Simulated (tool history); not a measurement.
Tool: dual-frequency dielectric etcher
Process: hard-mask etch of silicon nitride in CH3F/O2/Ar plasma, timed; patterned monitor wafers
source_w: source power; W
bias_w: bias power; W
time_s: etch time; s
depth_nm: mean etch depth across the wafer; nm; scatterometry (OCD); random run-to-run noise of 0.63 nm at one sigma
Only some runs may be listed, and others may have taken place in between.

| run | hour | source_w | bias_w | time_s | depth_nm |
|---|---|---|---|---|---|
| 1 | 0.0 | 500 | 59 | 302.5 | 224.12 |
| 2 | 1.4 | 500 | 59 | 302.5 | 224.55 |
| 3 | 8.8 | 500 | 59 | 315.5 | 232.40 |
| 4 | 15.3 | 500 | 50 | 315.5 | 219.28 |
| 5 | 18.1 | 460 | 50 | 315.5 | 214.97 |
| 6 | 21.6 | 520 | 50 | 315.5 | 221.73 |
| 7 | 28.5 | 500 | 50 | 315.5 | 219.76 |

What does the tool deliver on the next run?
| 8 | 32.4 | 490 | 50 | 315.5 | ? |

{"run 8": {"depth_nm": 218.6}}
